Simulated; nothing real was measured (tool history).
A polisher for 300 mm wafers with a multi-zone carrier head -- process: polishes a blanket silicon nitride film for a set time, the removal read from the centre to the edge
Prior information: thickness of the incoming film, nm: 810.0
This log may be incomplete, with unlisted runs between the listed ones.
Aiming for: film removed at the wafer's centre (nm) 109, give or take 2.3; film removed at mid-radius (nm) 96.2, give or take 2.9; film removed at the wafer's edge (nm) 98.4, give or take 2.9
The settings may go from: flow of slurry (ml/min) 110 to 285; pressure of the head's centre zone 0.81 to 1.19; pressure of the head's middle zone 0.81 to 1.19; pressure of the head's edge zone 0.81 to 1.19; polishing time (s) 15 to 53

| run | hour | flow of slurry (ml/min) | pressure of the head's centre zone | pressure of the head's middle zone | pressure of the head's edge zone | polishing time (s) | film removed at the wafer's centre (nm) | film removed at mid-radius (nm) | film removed at the wafer's edge (nm) |
|---|---|---|---|---|---|---|---|---|---|
| 1 | 0 | 180 | 1 | 1 | 1 | 34 | 61.929 | 68.951 | 68.102 |
| 2 | 1.6 | 180 | 1 | 1 | 1.04 | 34 | 60.994 | 69.312 | 68.597 |
| 3 | 7.2 | 195 | 1.05 | 0.99 | 1.04 | 37 | 71.485 | 74.382 | 75.416 |
| 4 | 12.4 | 210 | 1.09 | 1 | 1.05 | 39 | 79.604 | 81.131 | 80.772 |
| 5 | 19.1 | 225 | 1.12 | 0.99 | 1.05 | 40 | 84.592 | 82.838 | 83.546 |
| 6 | 27.6 | 225 | 1.12 | 1.04 | 1.05 | 40 | 83.596 | 86.321 | 82.147 |
| 7 | 34.5 | 235 | 1.14 | 1.02 | 1.05 | 41 | 88.016 | 86.689 | 86.663 |
| 8 | 40 | 235 | 1.15 | 1.01 | 1.02 | 42 | 89.471 | 89.629 | 86.571 |
| 9 | 48.3 | 235 | 1.15 | 1.01 | 1.02 | 42 | 90.42 | 88.429 | 86.163 |
| 10 | 48.9 | 235 | 1.15 | 1.01 | 1.02 | 42 | 90.426 | 88.76 | 85.143 |
| 11 | 56.2 | 240 | 1.16 | 0.99 | 1.02 | 43 | 93.94 | 89.077 | 88.418 |

Which one of the following 4 next-run settings gets every result inside its allowed miss? There is exactly one.
| A | 63.5 | 220 | 1.01 | 0.99 | 0.97 | 40 | ? | ? | ? |
| B | 63.5 | 190 | 1.19 | 0.93 | 0.97 | 50 | ? | ? | ? |
| C | 63.5 | 275 | 1.19 | 0.93 | 0.99 | 45 | ? | ? | ? |
| D | 63.5 | 275 | 0.99 | 1.13 | 1.11 | 40 | ? | ? | ? |

| move | film removed at the wafer's centre (nm) | film removed at mid-radius (nm) | film removed at the wafer's edge (nm) |
|---|---|---|---|
| A | 75.537 | 82.766 | 78.947 |
| B | 108.08 | 96.26 | 97.39 |
| C | 102.11 | 90.503 | 91.454 |
| D | 76.261 | 94.954 | 85.793 |
A: moves away from the targets compared with the last run
B: every result lands within tolerance
C: closer than the last run, but not yet in spec
D: moves away from the targets compared with the last run
So the answer is move B, the one that meets all the targets.
